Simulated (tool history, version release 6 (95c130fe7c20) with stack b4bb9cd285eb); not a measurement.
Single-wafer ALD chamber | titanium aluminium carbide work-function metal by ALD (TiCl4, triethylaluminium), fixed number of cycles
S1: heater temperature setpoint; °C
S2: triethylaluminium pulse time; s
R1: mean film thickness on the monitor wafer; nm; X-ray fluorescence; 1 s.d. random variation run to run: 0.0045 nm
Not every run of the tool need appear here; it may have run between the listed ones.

run  hour   S1     S2      R1
  1     0  280  11.73  1.9783
  2   3.3  282  11.85  2.0017
  3  11.5  283  11.94   2.003
  4  13.5  272  11.94  1.9184
  5  14.6  275  12.15   1.941
  6  16.6  271  12.15   1.916

Predict the results of run 7:
  7  25.1  274  12.38   ?

{"run 7": {"R1": 1.9452}}
